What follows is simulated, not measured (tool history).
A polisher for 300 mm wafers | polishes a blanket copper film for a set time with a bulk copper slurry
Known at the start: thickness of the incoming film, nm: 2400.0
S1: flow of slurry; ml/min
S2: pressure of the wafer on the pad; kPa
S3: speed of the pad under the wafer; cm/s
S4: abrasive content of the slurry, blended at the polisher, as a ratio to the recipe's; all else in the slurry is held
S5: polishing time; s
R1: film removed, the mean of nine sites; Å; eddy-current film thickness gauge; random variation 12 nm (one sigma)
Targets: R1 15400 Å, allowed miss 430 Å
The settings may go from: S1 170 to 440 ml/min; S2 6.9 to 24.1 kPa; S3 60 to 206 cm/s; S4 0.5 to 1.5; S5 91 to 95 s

Run 1, hour 0: S1 280 ml/min, S2 15.2 kPa, S3 132 cm/s, S4 1, S5 91 s. Result: R1 10231 Å.
Run 2, hour 0.7: S1 280 ml/min, S2 16.5 kPa, S3 132 cm/s, S4 1, S5 91 s. Result: R1 11035 Å.
Run 3, hour 5.9: S1 280 ml/min, S2 17.9 kPa, S3 132 cm/s, S4 1, S5 91 s. Result: R1 12025 Å.
Run 4, hour 11.5: S1 280 ml/min, S2 18.6 kPa, S3 132 cm/s, S4 1, S5 91 s. Result: R1 12630 Å.
Run 5, hour 19.6: S1 280 ml/min, S2 18.6 kPa, S3 132 cm/s, S4 1, S5 91 s. Result: R1 12470 Å.
Run 6, hour 23.2: S1 280 ml/min, S2 19.3 kPa, S3 132 cm/s, S4 1, S5 91 s. Result: R1 12965 Å.
Run 7, hour 26.4: S1 280 ml/min, S2 20 kPa, S3 132 cm/s, S4 1, S5 91 s. Result: R1 13245 Å.
Run 8, hour 31.7: S1 280 ml/min, S2 20.7 kPa, S3 132 cm/s, S4 1, S5 91 s. Result: R1 13783 Å.
Run 9, hour 37.7: S1 280 ml/min, S2 21.4 kPa, S3 132 cm/s, S4 1, S5 91 s. Result: R1 14476 Å.
Run 10, hour 44.7: S1 285 ml/min, S2 22.1 kPa, S3 132 cm/s, S4 1, S5 91 s. Result: R1 14671 Å.

5 next moves are on the table. One of them brings every result within its allowed miss. Which?
Run A, hour 51.7: S1 320 ml/min, S2 24.1 kPa, S3 132 cm/s, S4 0.95, S5 93 s. Result: R1 ?.
Run B, hour 51.7: S1 270 ml/min, S2 23.4 kPa, S3 132 cm/s, S4 1.1, S5 94 s. Result: R1 ?.
Run C, hour 51.7: S1 240 ml/min, S2 22.8 kPa, S3 132 cm/s, S4 1.35, S5 91 s. Result: R1 ?.
Run D, hour 51.7: S1 270 ml/min, S2 22.8 kPa, S3 124 cm/s, S4 1.1, S5 95 s. Result: R1 ?.
Run E, hour 51.7: S1 260 ml/min, S2 22.1 kPa, S3 140 cm/s, S4 1.2, S5 91 s. Result: R1 ?.

move     R1
   A  16259
   B  16410
   C  16145
   D  15159
   E  16185
A: takes the result that was furthest off past its target
B: takes the result that was furthest off past its target
C: takes the result that was furthest off past its target
D: meets every target
E: takes the result that was furthest off past its target
The right move is D.
